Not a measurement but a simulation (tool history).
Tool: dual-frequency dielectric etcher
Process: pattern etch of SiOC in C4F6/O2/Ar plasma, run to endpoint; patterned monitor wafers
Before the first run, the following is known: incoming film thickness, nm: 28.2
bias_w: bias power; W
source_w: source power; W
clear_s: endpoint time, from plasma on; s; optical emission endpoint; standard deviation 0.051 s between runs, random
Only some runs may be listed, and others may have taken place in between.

run,hour,bias_w,source_w,clear_s
1,0,422,320,10.816
2,8.9,464,340,10.198
3,12.3,421,340,10.586
4,14.2,462,360,10.031
5,18.8,494,370,9.5836
6,24.8,517,380,9.3262
7,26.5,534,390,9.0926
8,29.4,547,390,9.0444

For run 9, what comes out?
9,38.1,557,390,?

Run 9 produced clear_s 8.9471 s.

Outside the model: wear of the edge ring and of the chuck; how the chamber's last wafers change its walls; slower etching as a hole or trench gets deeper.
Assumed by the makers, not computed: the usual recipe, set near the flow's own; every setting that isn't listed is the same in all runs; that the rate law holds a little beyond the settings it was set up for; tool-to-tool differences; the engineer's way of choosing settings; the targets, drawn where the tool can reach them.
